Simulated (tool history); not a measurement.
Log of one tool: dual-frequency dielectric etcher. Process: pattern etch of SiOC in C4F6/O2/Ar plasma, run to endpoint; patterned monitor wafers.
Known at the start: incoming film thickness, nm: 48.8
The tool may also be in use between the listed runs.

run,hour,bias power (kW),source power (kW),endpoint time (s)
1,0.0,0.535,0.300,16.502
2,5.9,0.455,0.300,17.476
3,7.8,0.486,0.300,16.876
4,14.7,0.513,0.300,16.899
5,17.9,0.420,0.300,17.620
6,22.9,0.420,0.240,19.651
7,30.6,0.457,0.250,18.835
8,34.9,0.490,0.260,18.103
9,35.9,0.520,0.270,17.608
10,39.7,0.545,0.280,17.039
11,46.6,0.567,0.290,16.681

Forecast run 12:
12,52.4,0.586,0.300,?

Run 12 gave endpoint time (s) 16.300.

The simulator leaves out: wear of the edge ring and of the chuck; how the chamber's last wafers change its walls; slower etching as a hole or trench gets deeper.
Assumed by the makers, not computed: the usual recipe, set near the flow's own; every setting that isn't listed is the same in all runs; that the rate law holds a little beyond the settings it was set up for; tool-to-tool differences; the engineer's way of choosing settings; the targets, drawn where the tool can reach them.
